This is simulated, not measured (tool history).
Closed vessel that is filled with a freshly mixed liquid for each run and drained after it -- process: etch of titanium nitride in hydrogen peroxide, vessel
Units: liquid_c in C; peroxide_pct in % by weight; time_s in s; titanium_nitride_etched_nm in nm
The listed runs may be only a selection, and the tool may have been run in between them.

{"run": 1, "hour": 0.0, "liquid_c": 54.0, "peroxide_pct": 21.5, "time_s": 280, "titanium_nitride_etched_nm": 15.415}
{"run": 2, "hour": 5.4, "liquid_c": 54.0, "peroxide_pct": 18.5, "time_s": 280, "titanium_nitride_etched_nm": 14.951}
{"run": 3, "hour": 7.4, "liquid_c": 57.5, "peroxide_pct": 18.5, "time_s": 280, "titanium_nitride_etched_nm": 19.248}
{"run": 4, "hour": 13.0, "liquid_c": 64.5, "peroxide_pct": 18.5, "time_s": 280, "titanium_nitride_etched_nm": 30.882}
{"run": 5, "hour": 18.1, "liquid_c": 64.5, "peroxide_pct": 17.0, "time_s": 280, "titanium_nitride_etched_nm": 30.195}
{"run": 6, "hour": 26.4, "liquid_c": 63.5, "peroxide_pct": 17.0, "time_s": 280, "titanium_nitride_etched_nm": 27.986}

Run 7, settings as shown, results not yet in. Your forecast:
{"run": 7, "hour": 33.3, "liquid_c": 62.5, "peroxide_pct": 17.0, "time_s": 280, "titanium_nitride_etched_nm": "?"}

Run 7 produced titanium_nitride_etched_nm 26.061 nm.
